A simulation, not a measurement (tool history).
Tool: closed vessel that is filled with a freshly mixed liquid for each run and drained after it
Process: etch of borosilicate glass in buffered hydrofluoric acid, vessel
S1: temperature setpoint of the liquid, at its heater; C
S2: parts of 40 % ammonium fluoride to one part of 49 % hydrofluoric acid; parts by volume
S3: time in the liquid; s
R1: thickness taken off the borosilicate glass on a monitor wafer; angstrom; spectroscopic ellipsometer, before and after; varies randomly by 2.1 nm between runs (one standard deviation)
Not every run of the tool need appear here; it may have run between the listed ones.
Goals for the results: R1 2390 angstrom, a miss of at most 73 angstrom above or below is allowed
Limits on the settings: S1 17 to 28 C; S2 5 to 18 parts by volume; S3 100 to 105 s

run  hour    S1   S2   S3      R1
  1     0    20   11  100  915.52
  2     9    23   11  100  1062.2
  3  12.1    24  9.5  100  1273.9
  4  17.9    24   11  100  1100.1
  5  20.2    25  9.5  100  1346.6
  6  26.5    25  9.5  105  1400.9
  7  33.9  25.5  8.5  105  1578.9
  8  42.2    26  7.5  105    1870
  9  47.7  26.5    7  105  2064.5
 10  50.3    27    7  105  2165.7

Of the 4 settings listed for the next run, only one would bring every result within its allowed miss of target. Which one?
  A  52.9  24.5  5.5  100   ?
  B  52.9  27.5    6  100   ?
  C  52.9    28    6  105   ?
  D  52.9    26    6  100   ?

move      R1
   A    2216
   B    2401
   C  2587.3
   D  2220.1
A: nearer than the last run, and not there yet
B: all results in spec
C: carries the result that was furthest off beyond its target, to the other side
D: nearer than the last run, and not there yet
So the answer is move B, the one that meets all the targets.
